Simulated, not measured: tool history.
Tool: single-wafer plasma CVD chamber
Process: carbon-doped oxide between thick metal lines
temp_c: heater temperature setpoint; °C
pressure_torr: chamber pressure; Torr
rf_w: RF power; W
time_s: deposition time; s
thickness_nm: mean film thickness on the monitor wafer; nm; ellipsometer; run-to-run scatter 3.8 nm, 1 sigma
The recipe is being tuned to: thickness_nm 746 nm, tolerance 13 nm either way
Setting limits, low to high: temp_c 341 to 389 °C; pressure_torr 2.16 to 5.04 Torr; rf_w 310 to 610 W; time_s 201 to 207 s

run,hour,temp_c,pressure_torr,rf_w,time_s,thickness_nm
1,0,365,3.6,460,201,906.36
2,8.6,365,3.6,460,207,937.99
3,15.5,366,3.44,440,207,894.68
4,21,362,3.44,440,207,910.64
5,27.1,373,3.44,440,207,882.37
6,28.5,374,3.28,430,207,858.43
7,36.5,375,3.13,420,207,827.92
8,43.1,376,2.97,420,207,827.59
9,45.8,379,2.81,345,206,654.63
10,52.6,377,3.03,350,206,671.79

Exercise: of the 5 proposed moves below, exactly one satisfies all targets within the stated allowed misses. Which move is it?
A,59.4,387,3.19,370,207,?
B,59.4,374,3.34,315,204,?
C,59.4,379,3.92,360,207,?
D,59.4,382,2.97,385,207,?
E,59.4,382,3.64,370,204,?

move,thickness_nm
A,705.39
B,592.52
C,708.11
D,739.7
E,710.38
A: better than the last run, though not everything is in spec
B: its largest miss is bigger than the last run's
C: better than the last run, though not everything is in spec
D: in spec on every target
E: better than the last run, though not everything is in spec
The move that meets every target is D.

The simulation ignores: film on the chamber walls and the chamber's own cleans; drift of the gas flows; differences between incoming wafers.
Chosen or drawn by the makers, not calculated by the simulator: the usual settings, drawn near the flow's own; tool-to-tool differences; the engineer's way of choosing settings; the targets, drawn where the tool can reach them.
